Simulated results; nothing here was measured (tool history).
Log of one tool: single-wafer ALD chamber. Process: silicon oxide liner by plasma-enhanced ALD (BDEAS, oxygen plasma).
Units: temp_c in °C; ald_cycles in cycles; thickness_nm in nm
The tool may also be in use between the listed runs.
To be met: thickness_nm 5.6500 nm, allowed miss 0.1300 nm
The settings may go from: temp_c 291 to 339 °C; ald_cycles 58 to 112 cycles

{"run": 1, "hour": 0.0, "temp_c": 315, "ald_cycles": 85, "thickness_nm": 7.1049}
{"run": 2, "hour": 8.9, "temp_c": 322, "ald_cycles": 85, "thickness_nm": 7.0714}
{"run": 3, "hour": 12.7, "temp_c": 330, "ald_cycles": 85, "thickness_nm": 7.0184}
{"run": 4, "hour": 15.4, "temp_c": 339, "ald_cycles": 85, "thickness_nm": 6.8598}
{"run": 5, "hour": 19.9, "temp_c": 339, "ald_cycles": 80, "thickness_nm": 6.4274}
{"run": 6, "hour": 28.0, "temp_c": 339, "ald_cycles": 77, "thickness_nm": 6.2543}
{"run": 7, "hour": 35.4, "temp_c": 339, "ald_cycles": 74, "thickness_nm": 5.9449}
{"run": 8, "hour": 42.3, "temp_c": 339, "ald_cycles": 73, "thickness_nm": 5.9199}
{"run": 9, "hour": 48.8, "temp_c": 339, "ald_cycles": 73, "thickness_nm": 5.9371}
{"run": 10, "hour": 57.9, "temp_c": 339, "ald_cycles": 68, "thickness_nm": 5.5176}

4 next moves are on the table. One of them brings every result within its allowed miss. Which?
{"run": "A", "hour": 67.0, "temp_c": 332, "ald_cycles": 73, "thickness_nm": "?"}
{"run": "B", "hour": 67.0, "temp_c": 337, "ald_cycles": 73, "thickness_nm": "?"}
{"run": "C", "hour": 67.0, "temp_c": 339, "ald_cycles": 67, "thickness_nm": "?"}
{"run": "D", "hour": 67.0, "temp_c": 333, "ald_cycles": 69, "thickness_nm": "?"}

move=A thickness_nm=5.9060
move=B thickness_nm=5.8562
move=C thickness_nm=5.3566
move=D thickness_nm=5.5730
A: takes the result that was furthest off past its target
B: takes the result that was furthest off past its target
C: further off than the last run
D: meets every target
The right move is D.
